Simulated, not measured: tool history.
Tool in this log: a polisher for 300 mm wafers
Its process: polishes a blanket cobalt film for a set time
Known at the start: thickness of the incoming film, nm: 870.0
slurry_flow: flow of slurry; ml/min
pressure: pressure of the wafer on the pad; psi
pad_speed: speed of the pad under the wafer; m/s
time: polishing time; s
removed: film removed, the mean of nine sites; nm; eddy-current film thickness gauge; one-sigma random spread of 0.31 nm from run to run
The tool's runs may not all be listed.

Run 1, day 0: slurry_flow 315 ml/min, pressure 1.7 psi, pad_speed 0.92 m/s, time 22 s. Result: removed 71.73 nm.
Run 2, day 0.258: slurry_flow 380 ml/min, pressure 1.7 psi, pad_speed 0.92 m/s, time 22 s. Result: removed 72.808 nm.
Run 3, day 0.392: slurry_flow 380 ml/min, pressure 1.7 psi, pad_speed 0.92 m/s, time 19 s. Result: removed 62.867 nm.
Run 4, day 0.604: slurry_flow 380 ml/min, pressure 1.7 psi, pad_speed 0.92 m/s, time 22 s. Result: removed 73.469 nm.
Run 5, day 0.65: slurry_flow 320 ml/min, pressure 1.7 psi, pad_speed 0.92 m/s, time 22 s. Result: removed 72.49 nm.
Run 6, day 0.808: slurry_flow 320 ml/min, pressure 1.5 psi, pad_speed 0.92 m/s, time 22 s. Result: removed 65.367 nm.
Run 7, day 0.85: slurry_flow 320 ml/min, pressure 1.4 psi, pad_speed 0.92 m/s, time 22 s. Result: removed 61.132 nm.
Run 8, day 0.912: slurry_flow 320 ml/min, pressure 1.3 psi, pad_speed 0.92 m/s, time 22 s. Result: removed 57.63 nm.

What will run 9 give?
Run 9, day 0.954: slurry_flow 320 ml/min, pressure 1.2 psi, pad_speed 0.92 m/s, time 22 s. Result: removed ?.

{"run 9": {"removed": 53.663}}
